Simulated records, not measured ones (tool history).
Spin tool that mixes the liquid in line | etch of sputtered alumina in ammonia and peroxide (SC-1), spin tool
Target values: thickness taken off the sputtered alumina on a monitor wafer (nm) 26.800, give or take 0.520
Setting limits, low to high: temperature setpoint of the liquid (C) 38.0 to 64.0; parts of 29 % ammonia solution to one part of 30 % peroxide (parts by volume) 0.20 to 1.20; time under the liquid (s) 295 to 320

| run | hour | temperature setpoint of the liquid (C) | parts of 29 % ammonia solution to one part of 30 % peroxide (parts by volume) | time under the liquid (s) | thickness taken off the sputtered alumina on a monitor wafer (nm) |
|---|---|---|---|---|---|
| 1 | 0.0 | 48.0 | 0.90 | 295 | 14.225 |
| 2 | 6.5 | 51.5 | 0.90 | 295 | 17.270 |
| 3 | 11.0 | 56.0 | 0.90 | 295 | 21.988 |
| 4 | 12.3 | 51.0 | 0.90 | 295 | 16.684 |
| 5 | 18.9 | 51.0 | 0.90 | 295 | 16.810 |
| 6 | 21.2 | 51.0 | 1.05 | 295 | 17.019 |
| 7 | 26.1 | 53.5 | 1.05 | 295 | 19.710 |
| 8 | 33.3 | 55.5 | 1.05 | 295 | 21.697 |
| 9 | 39.1 | 57.0 | 1.05 | 295 | 23.555 |
| 10 | 40.8 | 60.0 | 1.05 | 295 | 27.743 |

Pick the move, out of 5, that brings all results within their allowed miss; only one does.
| A | 42.5 | 58.5 | 0.95 | 315 | ? |
| B | 42.5 | 58.0 | 1.15 | 300 | ? |
| C | 42.5 | 57.5 | 0.95 | 315 | ? |
| D | 42.5 | 60.5 | 1.00 | 295 | ? |
| E | 42.5 | 58.5 | 0.80 | 300 | ? |

| move | thickness taken off the sputtered alumina on a monitor wafer (nm) |
|---|---|
| A | 26.864 |
| B | 25.377 |
| C | 25.487 |
| D | 28.057 |
| E | 25.172 |
A: all results in spec
B: moves the result that the last run missed by most past its target, out the other side
C: moves the result that the last run missed by most past its target, out the other side
D: its largest miss is bigger than the last run's
E: moves the result that the last run missed by most past its target, out the other side
Move A is the one to make.

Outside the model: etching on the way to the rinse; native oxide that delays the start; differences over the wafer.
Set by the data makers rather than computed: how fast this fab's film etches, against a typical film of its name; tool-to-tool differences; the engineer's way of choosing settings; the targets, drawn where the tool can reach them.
